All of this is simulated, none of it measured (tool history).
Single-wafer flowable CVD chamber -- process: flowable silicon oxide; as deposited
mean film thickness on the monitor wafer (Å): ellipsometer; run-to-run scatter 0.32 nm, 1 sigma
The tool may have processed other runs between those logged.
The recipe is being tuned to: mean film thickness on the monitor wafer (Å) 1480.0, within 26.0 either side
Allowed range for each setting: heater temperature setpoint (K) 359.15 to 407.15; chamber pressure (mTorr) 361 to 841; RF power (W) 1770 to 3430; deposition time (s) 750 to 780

run,hour,heater temperature setpoint (K),chamber pressure (mTorr),RF power (W),deposition time (s),mean film thickness on the monitor wafer (Å)
1,0.0,383.15,601,2600,780,2468.1
2,3.3,383.15,601,2255,780,2414.5
3,6.1,386.15,601,2255,780,2166.6
4,10.6,386.15,601,2120,780,2144.4
5,13.1,388.15,601,2120,780,2004.5
6,15.9,388.15,548,2120,780,1833.4
7,16.8,389.15,548,2120,780,1771.6
8,17.9,390.15,548,2120,780,1707.3
9,20.0,391.15,548,2120,780,1657.1
10,28.4,392.15,548,2120,780,1597.2
11,30.9,393.15,548,2120,780,1553.9

Which of these 4 next moves meets every target?
A,33.4,392.15,506,2155,780,?
B,33.4,396.15,622,1800,780,?
C,33.4,392.15,515,2050,750,?
D,33.4,392.15,584,2020,780,?

move,mean film thickness on the monitor wafer (Å)
A,1486.8
B,1542.9
C,1439.7
D,1681.6
A: in spec on every target
B: nearer the targets than the last run, but a result is still out of spec
C: takes the biggest miss from the last run beyond its target
D: the biggest miss grows against the last run
The move that meets every target is A.
